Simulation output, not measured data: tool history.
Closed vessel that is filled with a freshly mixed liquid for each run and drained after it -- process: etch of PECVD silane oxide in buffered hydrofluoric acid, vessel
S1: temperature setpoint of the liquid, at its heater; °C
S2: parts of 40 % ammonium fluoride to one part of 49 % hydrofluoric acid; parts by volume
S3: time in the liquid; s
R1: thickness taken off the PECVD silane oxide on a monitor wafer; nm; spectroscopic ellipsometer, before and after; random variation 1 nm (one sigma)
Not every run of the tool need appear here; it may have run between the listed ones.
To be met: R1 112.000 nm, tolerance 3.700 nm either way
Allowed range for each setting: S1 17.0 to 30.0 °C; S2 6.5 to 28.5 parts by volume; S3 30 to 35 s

run  hour    S1    S2  S3       R1
  1   0.0  22.0  17.5  35   98.977
  2   1.2  19.0  17.5  35   83.063
  3   3.3  20.0  17.5  35   89.889
  4   7.8  17.0  17.5  35   75.124
  5  10.3  18.5  17.5  35   81.770
  6  12.5  18.5  14.5  35   96.989
  7  14.0  19.0  14.5  35  101.530
  8  18.6  19.5  14.5  35  105.080
  9  24.9  20.0  14.5  35  106.380

4 next moves are on the table. One of them brings every result within its allowed miss. Which?
  A  31.2  18.0  14.5  35   ?
  B  31.2  21.5  14.0  35   ?
  C  31.2  20.5  15.5  35   ?
  D  31.2  19.0  13.0  35   ?

move       R1
   A   95.030
   B  119.550
   C  102.350
   D  111.900
A: lands further from the targets than the last run did
B: carries the result that was furthest off beyond its target, to the other side
C: lands further from the targets than the last run did
D: every result within its allowed miss
The right move is D.
